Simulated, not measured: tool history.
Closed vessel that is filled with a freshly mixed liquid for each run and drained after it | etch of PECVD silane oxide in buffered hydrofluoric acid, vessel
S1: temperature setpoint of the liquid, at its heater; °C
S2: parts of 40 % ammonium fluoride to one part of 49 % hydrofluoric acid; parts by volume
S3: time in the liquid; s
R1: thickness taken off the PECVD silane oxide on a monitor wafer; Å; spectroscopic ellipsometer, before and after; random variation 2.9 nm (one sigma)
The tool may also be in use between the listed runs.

run 1 hour=0.0 | S1=20.0 S2=11.5 S3=95 | R1=2814.6
run 2 hour=8.5 | S1=20.0 S2=13.0 S3=95 | R1=2468.6
run 3 hour=14.9 | S1=20.0 S2=13.0 S3=100 | R1=2650.2
run 4 hour=23.0 | S1=20.5 S2=13.0 S3=100 | R1=2743.5
run 5 hour=27.1 | S1=20.5 S2=10.5 S3=100 | R1=3354.1
run 6 hour=33.1 | S1=23.0 S2=10.5 S3=100 | R1=3905.2

Run 7 comes next. What will it give?
run 7 hour=35.6 | S1=23.0 S2=10.5 S3=100 | R1=?

R1: 3845.2 Å

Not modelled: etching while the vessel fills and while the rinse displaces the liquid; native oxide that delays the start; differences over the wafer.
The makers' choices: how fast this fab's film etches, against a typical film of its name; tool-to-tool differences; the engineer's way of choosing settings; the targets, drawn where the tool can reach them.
